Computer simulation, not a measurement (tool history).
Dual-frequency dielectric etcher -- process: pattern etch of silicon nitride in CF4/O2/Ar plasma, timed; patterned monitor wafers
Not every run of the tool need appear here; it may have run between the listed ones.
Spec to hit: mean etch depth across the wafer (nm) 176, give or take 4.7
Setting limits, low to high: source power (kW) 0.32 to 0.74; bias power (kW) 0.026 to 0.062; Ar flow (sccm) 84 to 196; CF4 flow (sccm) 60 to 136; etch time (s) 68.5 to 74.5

run,day,source power (kW),bias power (kW),Ar flow (sccm),CF4 flow (sccm),etch time (s),mean etch depth across the wafer (nm)
1,0,0.53,0.044,140,98,74.5,124.67
2,0.117,0.59,0.045,139,98,74.5,137.85
3,0.15,0.63,0.046,138,98,74.5,147.98
4,0.267,0.63,0.054,138,98,74.5,158.57
5,0.642,0.63,0.054,155,98,74.5,154.06
6,1.017,0.65,0.054,155,98,74.5,160.93
7,1.296,0.66,0.054,155,98,74.5,160.72
8,1.638,0.68,0.054,155,98,74.5,166.81

Which of these 5 next moves meets every target?
A,1.979,0.71,0.052,136,117,68.5,?
B,1.979,0.73,0.051,157,91,70.5,?
C,1.979,0.73,0.059,160,96,72,?
D,1.979,0.7,0.05,170,101,74,?
E,1.979,0.72,0.054,149,99,71.5,?

move,mean etch depth across the wafer (nm)
A,160.78
B,159.06
C,173.41
D,160.78
E,166.35
A: misses by more than the last run did
B: misses by more than the last run did
C: every result lands within tolerance
D: misses by more than the last run did
E: misses by more than the last run did
So the answer is move C, the one that meets all the targets.

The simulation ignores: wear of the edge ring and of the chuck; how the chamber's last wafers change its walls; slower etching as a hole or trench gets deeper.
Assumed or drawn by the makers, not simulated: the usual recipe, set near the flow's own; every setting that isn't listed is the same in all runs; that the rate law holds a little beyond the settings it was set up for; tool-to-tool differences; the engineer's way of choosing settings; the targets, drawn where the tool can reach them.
